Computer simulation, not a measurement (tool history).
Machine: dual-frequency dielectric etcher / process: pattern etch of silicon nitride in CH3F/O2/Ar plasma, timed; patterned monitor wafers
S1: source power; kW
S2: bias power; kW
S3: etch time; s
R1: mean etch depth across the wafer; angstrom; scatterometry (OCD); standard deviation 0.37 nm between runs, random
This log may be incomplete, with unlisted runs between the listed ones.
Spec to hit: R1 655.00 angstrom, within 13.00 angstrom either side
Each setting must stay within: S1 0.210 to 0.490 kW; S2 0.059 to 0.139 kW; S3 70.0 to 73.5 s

| run | day | S1 | S2 | S3 | R1 |
|---|---|---|---|---|---|
| 1 | 0.000 | 0.350 | 0.099 | 70.0 | 551.95 |
| 2 | 0.283 | 0.370 | 0.101 | 70.0 | 561.75 |
| 3 | 0.546 | 0.370 | 0.114 | 70.0 | 604.56 |
| 4 | 0.754 | 0.380 | 0.114 | 70.0 | 611.89 |
| 5 | 0.850 | 0.380 | 0.096 | 70.0 | 550.42 |
| 6 | 1.062 | 0.380 | 0.105 | 70.0 | 582.42 |
| 7 | 1.346 | 0.450 | 0.109 | 70.0 | 626.73 |
| 8 | 1.596 | 0.450 | 0.110 | 70.0 | 640.76 |

Which single option among these 5 for the next run brings every result within its allowed miss of target? Just one does.
| A | 1.846 | 0.440 | 0.108 | 70.5 | ? |
| B | 1.846 | 0.430 | 0.106 | 72.5 | ? |
| C | 1.846 | 0.430 | 0.109 | 70.0 | ? |
| D | 1.846 | 0.430 | 0.109 | 73.5 | ? |
| E | 1.846 | 0.440 | 0.105 | 72.0 | ? |

| move | R1 |
|---|---|
| A | 623.59 |
| B | 629.64 |
| C | 617.67 |
| D | 648.56 |
| E | 626.71 |
A: moves away from the targets compared with the last run
B: moves away from the targets compared with the last run
C: moves away from the targets compared with the last run
D: every result within its allowed miss
E: moves away from the targets compared with the last run
D is the move that brings every result within its allowed miss.
